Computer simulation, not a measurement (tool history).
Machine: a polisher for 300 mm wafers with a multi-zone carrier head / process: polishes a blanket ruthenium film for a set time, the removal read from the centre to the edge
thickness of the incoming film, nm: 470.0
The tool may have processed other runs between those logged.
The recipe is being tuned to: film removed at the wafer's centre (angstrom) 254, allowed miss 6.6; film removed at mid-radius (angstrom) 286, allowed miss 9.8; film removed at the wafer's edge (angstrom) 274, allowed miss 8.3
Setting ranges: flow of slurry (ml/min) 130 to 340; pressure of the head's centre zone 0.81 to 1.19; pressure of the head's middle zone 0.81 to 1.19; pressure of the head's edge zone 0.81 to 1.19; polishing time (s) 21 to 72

| run | day | flow of slurry (ml/min) | pressure of the head's centre zone | pressure of the head's middle zone | pressure of the head's edge zone | polishing time (s) | film removed at the wafer's centre (angstrom) | film removed at mid-radius (angstrom) | film removed at the wafer's edge (angstrom) |
|---|---|---|---|---|---|---|---|---|---|
| 1 | 0 | 220 | 1 | 1 | 1 | 46 | 464.76 | 455.82 | 457.66 |
| 2 | 0.138 | 185 | 1 | 1 | 1 | 46 | 445.07 | 429.59 | 450.74 |
| 3 | 0.175 | 185 | 0.99 | 1 | 0.98 | 44 | 430.71 | 411.89 | 425.1 |
| 4 | 0.217 | 185 | 0.97 | 1.01 | 0.98 | 42 | 393.86 | 393.84 | 406.5 |
| 5 | 0.371 | 185 | 0.97 | 1.01 | 1.05 | 42 | 397.87 | 409.12 | 427.23 |
| 6 | 0.7 | 185 | 0.96 | 1.01 | 1.03 | 40 | 379.81 | 388.05 | 398.87 |
| 7 | 0.988 | 185 | 0.95 | 1.01 | 1.01 | 39 | 369.09 | 376.06 | 384.59 |
| 8 | 1.067 | 180 | 0.94 | 1.01 | 1 | 38 | 350.98 | 355.21 | 373.42 |
| 9 | 1.233 | 180 | 0.93 | 1.02 | 0.98 | 37 | 340.19 | 353.26 | 355.23 |
| 10 | 1.5 | 175 | 0.92 | 1.02 | 0.97 | 36 | 324.45 | 346.85 | 340.27 |
| 11 | 1.667 | 145 | 0.82 | 0.92 | 0.87 | 30 | 241.3 | 255.56 | 265.64 |
| 12 | 1.788 | 150 | 0.82 | 0.93 | 0.87 | 30 | 245.59 | 259.87 | 267.14 |
| 13 | 1.983 | 150 | 0.82 | 0.93 | 0.87 | 30 | 244.75 | 261.74 | 267.13 |
| 14 | 2.017 | 155 | 0.82 | 0.94 | 0.87 | 30 | 248.33 | 267.86 | 267.47 |

Which single option among these 5 for the next run brings every result within its allowed miss of target? Just one does.
| A | 2.05 | 140 | 0.81 | 0.98 | 0.83 | 32 | ? | ? | ? |
| B | 2.05 | 190 | 0.84 | 1.17 | 0.81 | 29 | ? | ? | ? |
| C | 2.05 | 205 | 0.86 | 1.04 | 0.86 | 28 | ? | ? | ? |
| D | 2.05 | 155 | 0.83 | 0.92 | 0.86 | 31 | ? | ? | ? |
| E | 2.05 | 170 | 0.96 | 0.97 | 0.81 | 29 | ? | ? | ? |

| move | film removed at the wafer's centre (angstrom) | film removed at mid-radius (angstrom) | film removed at the wafer's edge (angstrom) |
|---|---|---|---|
| A | 252.62 | 285.96 | 279.42 |
| B | 249.97 | 315.07 | 260.1 |
| C | 248.18 | 280.01 | 260.45 |
| D | 254.46 | 269.17 | 279.22 |
| E | 268.48 | 266.59 | 257.31 |
A: each result inside its tolerance
B: takes the result that was furthest off past its target
C: puts the biggest miss on target and leaves a different result outside tolerance
D: gains on the last run, yet a result remains outside its allowed miss
E: the biggest miss grows against the last run
Answer: A

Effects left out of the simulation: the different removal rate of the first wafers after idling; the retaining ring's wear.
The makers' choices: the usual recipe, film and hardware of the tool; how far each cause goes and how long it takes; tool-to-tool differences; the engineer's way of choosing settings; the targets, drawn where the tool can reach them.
